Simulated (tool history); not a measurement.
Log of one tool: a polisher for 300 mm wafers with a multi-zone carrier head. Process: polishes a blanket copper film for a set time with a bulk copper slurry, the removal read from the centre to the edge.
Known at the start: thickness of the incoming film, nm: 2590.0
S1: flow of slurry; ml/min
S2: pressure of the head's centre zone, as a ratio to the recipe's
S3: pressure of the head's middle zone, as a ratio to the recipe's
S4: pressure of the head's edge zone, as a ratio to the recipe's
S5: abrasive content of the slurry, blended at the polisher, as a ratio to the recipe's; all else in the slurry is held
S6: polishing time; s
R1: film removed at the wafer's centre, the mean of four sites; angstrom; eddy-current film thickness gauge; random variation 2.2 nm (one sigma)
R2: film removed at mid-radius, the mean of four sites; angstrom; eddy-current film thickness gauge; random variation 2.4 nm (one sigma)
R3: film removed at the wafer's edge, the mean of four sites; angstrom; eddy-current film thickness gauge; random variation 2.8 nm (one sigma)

Run 1, day 0: S1 205 ml/min, S2 1, S3 1, S4 1, S5 1, S6 40 s. Result: R1 3395.3 angstrom, R2 3472.7 angstrom, R3 3591.6 angstrom.
Run 2, day 0.038: S1 200 ml/min, S2 0.97, S3 0.99, S4 0.98, S5 0.9, S6 37 s. Result: R1 3090.8 angstrom, R2 3139.2 angstrom, R3 3148.3 angstrom.
Run 3, day 0.233: S1 195 ml/min, S2 0.94, S3 0.99, S4 1.01, S5 0.85, S6 34 s. Result: R1 2681.9 angstrom, R2 2797.6 angstrom, R3 2882.3 angstrom.
Run 4, day 0.475: S1 195 ml/min, S2 0.94, S3 0.99, S4 0.94, S5 0.85, S6 34 s. Result: R1 2716.9 angstrom, R2 2815.2 angstrom, R3 2827.1 angstrom.
Run 5, day 0.625: S1 195 ml/min, S2 0.94, S3 1.05, S4 0.94, S5 0.85, S6 34 s. Result: R1 2700.6 angstrom, R2 2939.5 angstrom, R3 2838.6 angstrom.
Run 6, day 0.742: S1 195 ml/min, S2 0.94, S3 1.13, S4 0.94, S5 0.85, S6 34 s. Result: R1 2712.3 angstrom, R2 3161.4 angstrom, R3 2742.4 angstrom.
Run 7, day 1.083: S1 190 ml/min, S2 0.91, S3 1.1, S4 0.95, S5 0.8, S6 32 s. Result: R1 2371.8 angstrom, R2 2762.9 angstrom, R3 2604.9 angstrom.
Run 8, day 1.442: S1 185 ml/min, S2 0.86, S3 1.03, S4 0.85, S5 0.55, S6 27 s. Result: R1 1787.1 angstrom, R2 2085.2 angstrom, R3 1881.6 angstrom.
Run 9, day 1.625: S1 185 ml/min, S2 0.86, S3 1.02, S4 0.88, S5 0.55, S6 27 s. Result: R1 1769.2 angstrom, R2 2094 angstrom, R3 1961.3 angstrom.
Run 10, day 1.867: S1 185 ml/min, S2 0.86, S3 1.01, S4 0.9, S5 0.55, S6 27 s. Result: R1 1768.6 angstrom, R2 2070 angstrom, R3 2011.5 angstrom.
Run 11, day 2.104: S1 190 ml/min, S2 0.86, S3 1.01, S4 0.91, S5 0.55, S6 27 s. Result: R1 1754 angstrom, R2 2059 angstrom, R3 2009.8 angstrom.

Run 12 comes next. What will it give?
Run 12, day 2.417: S1 190 ml/min, S2 0.86, S3 1.01, S4 0.91, S5 0.55, S6 27 s. Result: R1 ?, R2 ?, R3 ?.

R1: 1774.3 angstrom
R2: 2074.5 angstrom
R3: 1992.4 angstrom

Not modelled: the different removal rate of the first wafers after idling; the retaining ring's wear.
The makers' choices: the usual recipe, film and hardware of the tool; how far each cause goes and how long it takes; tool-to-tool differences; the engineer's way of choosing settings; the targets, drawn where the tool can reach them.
